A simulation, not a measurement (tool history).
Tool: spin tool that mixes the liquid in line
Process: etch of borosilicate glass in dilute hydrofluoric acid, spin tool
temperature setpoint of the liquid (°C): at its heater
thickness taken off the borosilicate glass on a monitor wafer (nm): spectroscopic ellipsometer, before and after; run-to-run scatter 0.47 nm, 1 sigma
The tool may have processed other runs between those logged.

| run | day | temperature setpoint of the liquid (°C) | parts of water to one part of 49 % hydrofluoric acid (parts by volume) | time under the liquid (s) | thickness taken off the borosilicate glass on a monitor wafer (nm) |
|---|---|---|---|---|---|
| 1 | 0.000 | 20.0 | 60 | 240 | 102.640 |
| 2 | 0.279 | 20.0 | 60 | 240 | 101.870 |
| 3 | 0.517 | 17.0 | 60 | 240 | 90.610 |
| 4 | 0.700 | 20.0 | 60 | 240 | 102.350 |
| 5 | 0.792 | 21.5 | 60 | 240 | 108.050 |
| 6 | 0.929 | 23.5 | 60 | 240 | 117.330 |
| 7 | 1.171 | 21.5 | 70 | 240 | 92.690 |
| 8 | 1.450 | 20.0 | 75 | 240 | 81.337 |

Run 9 comes next. What will it give?
| 9 | 1.542 | 19.0 | 80 | 240 | ? |

For run 9 the tool returned thickness taken off the borosilicate glass on a monitor wafer (nm) 71.983.
